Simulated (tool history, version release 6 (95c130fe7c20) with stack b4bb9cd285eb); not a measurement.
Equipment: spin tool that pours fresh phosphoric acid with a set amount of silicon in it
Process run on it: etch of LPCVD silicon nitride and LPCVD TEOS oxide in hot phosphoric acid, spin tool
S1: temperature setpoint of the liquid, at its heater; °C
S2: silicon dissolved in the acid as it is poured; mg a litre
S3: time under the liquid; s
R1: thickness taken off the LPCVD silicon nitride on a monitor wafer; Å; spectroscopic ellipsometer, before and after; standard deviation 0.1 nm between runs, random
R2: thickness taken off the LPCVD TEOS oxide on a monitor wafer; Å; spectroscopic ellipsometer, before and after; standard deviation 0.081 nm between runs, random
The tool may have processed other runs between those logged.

run	hour	S1	S2	S3	R1	R2
1	0	162	19.5	180	147.04	2.6276
2	0.8	162	10	180	147.29	2.9491
3	6.9	163.5	10	180	154.79	2.9295
4	8	163.5	10	150	129.2	3.4628
5	10.7	163.5	10	215	184.41	4.8587
6	13.3	161.5	10	215	172.33	3.292
7	22.1	162.5	12	225	188.01	4.2158
8	28.1	163.5	15	235	202.21	4.011
9	31.3	163.5	15	235	201.86	4.6229

Run 10, settings as shown, results not yet in. Your forecast:
10	36.4	164	16	245	?	?

Run 10 produced R1 215.4 Å, R2 3.0512 Å.
